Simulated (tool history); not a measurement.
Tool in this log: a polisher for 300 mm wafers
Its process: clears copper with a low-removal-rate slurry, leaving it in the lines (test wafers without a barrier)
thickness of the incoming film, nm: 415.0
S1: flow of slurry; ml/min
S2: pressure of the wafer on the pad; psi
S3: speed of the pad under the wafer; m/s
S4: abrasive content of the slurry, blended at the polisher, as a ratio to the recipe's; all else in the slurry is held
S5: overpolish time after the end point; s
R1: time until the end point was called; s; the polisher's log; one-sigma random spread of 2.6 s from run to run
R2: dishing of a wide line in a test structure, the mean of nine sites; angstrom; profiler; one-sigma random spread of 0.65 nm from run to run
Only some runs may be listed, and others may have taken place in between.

Run 1, hour 0.0: S1 215 ml/min, S2 2.9 psi, S3 1.14 m/s, S4 1.0, S5 16 s. Result: R1 116.20 s, R2 374.29 angstrom.
Run 2, hour 4.9: S1 215 ml/min, S2 2.8 psi, S3 1.14 m/s, S4 1.0, S5 15 s. Result: R1 116.38 s, R2 340.19 angstrom.
Run 3, hour 9.0: S1 215 ml/min, S2 2.5 psi, S3 1.14 m/s, S4 1.0, S5 15 s. Result: R1 132.44 s, R2 305.89 angstrom.
Run 4, hour 15.0: S1 215 ml/min, S2 2.5 psi, S3 1.14 m/s, S4 1.0, S5 19 s. Result: R1 131.72 s, R2 379.71 angstrom.
Run 5, hour 21.8: S1 185 ml/min, S2 2.5 psi, S3 1.14 m/s, S4 1.0, S5 19 s. Result: R1 134.89 s, R2 376.91 angstrom.
Run 6, hour 25.2: S1 185 ml/min, S2 2.5 psi, S3 0.88 m/s, S4 1.0, S5 19 s. Result: R1 174.91 s, R2 297.80 angstrom.

Estimate the outcome of run 7 from the log above:
Run 7, hour 27.3: S1 185 ml/min, S2 2.6 psi, S3 0.88 m/s, S4 1.0, S5 18 s. Result: R1 ?, R2 ?.

For run 7 the tool returned R1 164.99 s, R2 296.89 angstrom.
